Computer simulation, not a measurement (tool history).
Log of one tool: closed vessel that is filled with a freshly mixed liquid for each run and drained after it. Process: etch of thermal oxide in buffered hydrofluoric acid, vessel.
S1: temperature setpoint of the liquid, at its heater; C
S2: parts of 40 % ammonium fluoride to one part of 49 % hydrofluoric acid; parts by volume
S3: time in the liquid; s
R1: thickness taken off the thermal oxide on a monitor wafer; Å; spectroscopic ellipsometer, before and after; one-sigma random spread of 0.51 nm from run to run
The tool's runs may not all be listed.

run	day	S1	S2	S3	R1
1	0	20	15	100	698.86
2	0.058	18.5	15	100	642.17
3	0.162	18.5	12	100	794.38
4	0.354	18.5	12	110	878.77
5	0.554	18.5	12	100	787.95
6	0.867	21.5	12	100	944.36
7	1.075	21	12	100	920.87
8	1.433	21	12	100	905.57
9	1.579	20.5	12	100	898.14

Predict the results of run 10:
10	1.75	18.5	12	100	?

Logged for run 10: R1 797.38 Å.
